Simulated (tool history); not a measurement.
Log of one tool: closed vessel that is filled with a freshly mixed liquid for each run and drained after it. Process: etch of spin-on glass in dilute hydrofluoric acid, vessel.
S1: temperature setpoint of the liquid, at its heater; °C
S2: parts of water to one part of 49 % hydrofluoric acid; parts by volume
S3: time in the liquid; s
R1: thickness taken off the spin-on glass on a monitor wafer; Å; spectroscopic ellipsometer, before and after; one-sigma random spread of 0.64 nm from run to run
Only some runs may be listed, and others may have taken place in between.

| run | hour | S1 | S2 | S3 | R1 |
|---|---|---|---|---|---|
| 1 | 0.0 | 24.0 | 65 | 30 | 200.66 |
| 2 | 2.8 | 24.0 | 65 | 30 | 199.05 |
| 3 | 11.8 | 26.5 | 50 | 30 | 290.70 |
| 4 | 16.8 | 28.0 | 40 | 30 | 395.51 |
| 5 | 23.3 | 28.0 | 60 | 30 | 257.83 |
| 6 | 29.6 | 29.0 | 50 | 30 | 324.64 |
| 7 | 35.8 | 29.0 | 50 | 30 | 327.63 |
| 8 | 37.5 | 30.0 | 40 | 30 | 432.83 |
| 9 | 46.2 | 30.5 | 35 | 30 | 515.21 |
| 10 | 51.5 | 31.0 | 30 | 30 | 606.23 |
|  | 57.1 | thermometer replaced |
| 11 | 57.1 | 31.5 | 30 | 30 | 641.27 |
| 12 | 60.3 | 32.0 | 30 | 30 | 646.04 |
| 13 | 67.7 | 32.0 | 25 | 30 | 798.00 |
| 14 | 71.6 | 31.5 | 25 | 30 | 795.53 |
| 15 | 72.9 | 30.5 | 25 | 30 | 745.80 |

Run 16, settings as shown, results not yet in. Your forecast:
| 16 | 74.6 | 30.0 | 25 | 30 | ? |

{"run 16": {"R1": 740.75}}
